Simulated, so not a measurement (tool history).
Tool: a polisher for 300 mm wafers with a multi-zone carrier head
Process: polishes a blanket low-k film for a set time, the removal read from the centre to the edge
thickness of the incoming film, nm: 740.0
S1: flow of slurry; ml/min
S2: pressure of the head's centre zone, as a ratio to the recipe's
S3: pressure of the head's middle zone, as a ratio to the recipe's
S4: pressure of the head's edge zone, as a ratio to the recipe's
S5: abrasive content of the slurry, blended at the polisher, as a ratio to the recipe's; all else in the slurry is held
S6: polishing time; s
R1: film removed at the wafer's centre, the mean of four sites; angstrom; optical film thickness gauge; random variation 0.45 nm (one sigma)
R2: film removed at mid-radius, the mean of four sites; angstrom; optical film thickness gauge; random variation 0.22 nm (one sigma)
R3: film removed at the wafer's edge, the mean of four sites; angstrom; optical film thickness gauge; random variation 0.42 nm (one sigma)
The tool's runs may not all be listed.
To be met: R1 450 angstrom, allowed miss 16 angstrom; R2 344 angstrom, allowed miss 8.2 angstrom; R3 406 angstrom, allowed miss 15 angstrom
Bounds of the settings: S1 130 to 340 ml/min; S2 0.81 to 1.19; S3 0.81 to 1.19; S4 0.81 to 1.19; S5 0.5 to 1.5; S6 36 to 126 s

| run | hour | S1 | S2 | S3 | S4 | S5 | S6 | R1 | R2 | R3 |
|---|---|---|---|---|---|---|---|---|---|---|
| 1 | 0 | 220 | 1 | 1 | 1 | 1 | 81 | 290.72 | 276.13 | 278.47 |
| 2 | 6.8 | 220 | 1 | 1 | 1 | 1 | 67 | 238.01 | 228.82 | 234.49 |
| 3 | 7.6 | 230 | 1.04 | 0.98 | 1.05 | 1.15 | 71 | 282.98 | 252.65 | 261.95 |
| 4 | 12.1 | 210 | 1.04 | 0.98 | 1.05 | 1.15 | 71 | 274.88 | 254.15 | 258.49 |
| 5 | 13.8 | 210 | 1.04 | 0.98 | 1.11 | 1.15 | 71 | 276.35 | 247.45 | 265.82 |
| 6 | 19.5 | 235 | 1.04 | 0.95 | 1.13 | 1.25 | 76 | 310.73 | 273.15 | 305.92 |
| 7 | 22.2 | 255 | 1.07 | 0.94 | 1.15 | 1.3 | 78 | 337.48 | 285.12 | 326.6 |
| 8 | 26.9 | 270 | 1.09 | 0.94 | 1.16 | 1.35 | 80 | 355.35 | 296.86 | 334.62 |

5 next moves are on the table. One of them brings every result within its allowed miss. Which?
| A | 31.6 | 265 | 1.13 | 0.94 | 1.13 | 1.45 | 95 | ? | ? | ? |
| B | 31.6 | 270 | 1.14 | 1.04 | 1.06 | 1.35 | 61 | ? | ? | ? |
| C | 31.6 | 235 | 1.11 | 0.9 | 1.1 | 1.4 | 71 | ? | ? | ? |
| D | 31.6 | 255 | 1.13 | 0.89 | 1.16 | 1.15 | 103 | ? | ? | ? |
| E | 31.6 | 235 | 1.04 | 0.99 | 1.19 | 1.2 | 99 | ? | ? | ? |

| move | R1 | R2 | R3 |
|---|---|---|---|
| A | 455.43 | 366.73 | 407.47 |
| B | 288.9 | 250.86 | 247.37 |
| C | 324.85 | 257.41 | 293.71 |
| D | 453.01 | 348.85 | 411.91 |
| E | 402.3 | 368.49 | 403.73 |
A: brings the result that was furthest off to its target, and leaves another outside
B: further off than the last run
C: further off than the last run
D: meets every target
E: nearer than the last run, and not there yet
Answer: D
